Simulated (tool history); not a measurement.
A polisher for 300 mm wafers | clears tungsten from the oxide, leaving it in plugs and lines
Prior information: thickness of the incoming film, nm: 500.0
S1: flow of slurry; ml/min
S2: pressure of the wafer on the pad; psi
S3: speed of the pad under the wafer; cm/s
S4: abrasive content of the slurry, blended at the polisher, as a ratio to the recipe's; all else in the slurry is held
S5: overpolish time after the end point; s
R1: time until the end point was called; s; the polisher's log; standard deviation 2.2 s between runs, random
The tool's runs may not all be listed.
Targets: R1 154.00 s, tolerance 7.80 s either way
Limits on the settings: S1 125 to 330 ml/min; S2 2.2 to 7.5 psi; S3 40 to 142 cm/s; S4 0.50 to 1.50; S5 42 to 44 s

run    day   S1   S2  S3    S4  S5      R1
  1  0.000  210  4.8  90  1.00  42  113.69
  2  0.283  210  4.6  90  1.00  42  118.31
  3  0.633  210  4.6  80  1.00  42  133.54
  4  0.804  210  4.6  80  1.00  42  132.74
  5  1.125  210  4.5  80  1.00  42  135.21
  6  1.404  210  4.4  80  1.00  42  137.26
  7  1.529  210  4.3  80  1.00  42  144.36
  8  1.662  210  4.2  80  1.00  42  145.77

5 candidate next runs follow, results not yet known. Just one meets every target within its allowed miss. Identify it.
  A  1.796  235  3.8  98  1.05  42   ?
  B  1.796  175  3.8  70  1.10  43   ?
  C  1.796  245  4.5  84  1.05  42   ?
  D  1.796  230  4.0  76  1.10  44   ?
  E  1.796  280  4.2  88  0.95  42   ?

move      R1
   A  131.34
   B  184.29
   C  127.82
   D  156.58
   E  131.57
A: lands further from the targets than the last run did
B: takes the biggest miss from the last run beyond its target
C: lands further from the targets than the last run did
D: each result inside its tolerance
E: lands further from the targets than the last run did
Correct choice: D, which meets every target
